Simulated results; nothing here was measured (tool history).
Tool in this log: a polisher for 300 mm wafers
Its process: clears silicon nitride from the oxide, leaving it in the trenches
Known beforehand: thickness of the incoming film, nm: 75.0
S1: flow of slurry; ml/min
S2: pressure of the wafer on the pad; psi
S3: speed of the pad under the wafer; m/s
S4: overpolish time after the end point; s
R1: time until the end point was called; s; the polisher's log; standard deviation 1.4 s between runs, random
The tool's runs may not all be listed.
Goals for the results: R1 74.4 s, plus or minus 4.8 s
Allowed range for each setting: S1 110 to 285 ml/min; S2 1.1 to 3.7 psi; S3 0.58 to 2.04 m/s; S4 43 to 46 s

run	day	S1	S2	S3	S4	R1
1	0	180	2.4	1.3	43	98.582
2	0.196	180	2.4	1.3	46	101.4
3	0.562	210	2.4	1.3	46	91.671
4	0.679	220	2.4	1.3	46	96.041
5	0.971	220	2.5	1.3	46	89.365
6	1.033	245	2.5	1.3	46	90.346
7	1.35	245	2.6	1.3	46	88.818
8	1.588	245	2.7	1.32	46	82.17

Below are 5 possible settings for the next run. Only one of them brings all results inside the allowed miss of their targets. Which is it?
A	1.825	180	3	1.38	46	?
B	1.825	285	2.1	1.54	43	?
C	1.825	200	2.5	1.42	44	?
D	1.825	255	2.9	1.08	44	?
E	1.825	285	2.7	1.22	46	?

move	R1
A	77.43
B	92.88
C	88.515
D	96.879
E	91.277
A: in spec on every target
B: its largest miss is bigger than the last run's
C: its largest miss is bigger than the last run's
D: its largest miss is bigger than the last run's
E: its largest miss is bigger than the last run's
A is the move that brings every result within its allowed miss.
